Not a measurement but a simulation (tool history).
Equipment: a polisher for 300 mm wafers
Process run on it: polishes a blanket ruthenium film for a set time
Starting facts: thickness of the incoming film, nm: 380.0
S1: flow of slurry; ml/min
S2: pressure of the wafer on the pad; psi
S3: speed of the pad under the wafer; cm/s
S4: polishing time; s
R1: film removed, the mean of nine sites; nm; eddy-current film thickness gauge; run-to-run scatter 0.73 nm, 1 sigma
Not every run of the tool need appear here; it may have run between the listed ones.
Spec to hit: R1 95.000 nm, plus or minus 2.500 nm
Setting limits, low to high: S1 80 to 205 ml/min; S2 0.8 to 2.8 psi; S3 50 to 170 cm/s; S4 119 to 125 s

run,day,S1,S2,S3,S4,R1
1,0.000,135,1.8,110,119,162.190
2,0.300,125,1.5,110,119,131.380
3,0.392,140,1.5,110,119,136.060
4,0.475,125,1.3,110,119,115.820
5,0.742,125,1.3,110,119,115.520
6,0.971,125,1.0,110,119,90.679
7,1.012,130,1.0,110,119,91.257
8,1.262,135,1.0,110,119,90.770
9,1.483,145,1.1,110,119,101.700
10,1.671,125,1.1,110,119,98.437
11,1.712,120,1.1,110,119,99.316
12,1.983,120,1.0,110,119,89.882
13,2.342,125,1.0,110,119,90.979
14,2.579,140,1.0,110,119,92.396

Next run, 5 choices. One meets every target within its allowed miss, the rest don't. Which?
A,2.817,195,0.9,106,125,?
B,2.817,135,1.1,94,122,?
C,2.817,160,1.2,88,124,?
D,2.817,155,1.2,82,119,?
E,2.817,160,1.0,100,122,?

move,R1
A,89.531
B,89.310
C,95.985
D,86.129
E,88.907
A: lands further from the targets than the last run did
B: lands further from the targets than the last run did
C: meets every target
D: lands further from the targets than the last run did
E: lands further from the targets than the last run did
C is the move that brings every result within its allowed miss.

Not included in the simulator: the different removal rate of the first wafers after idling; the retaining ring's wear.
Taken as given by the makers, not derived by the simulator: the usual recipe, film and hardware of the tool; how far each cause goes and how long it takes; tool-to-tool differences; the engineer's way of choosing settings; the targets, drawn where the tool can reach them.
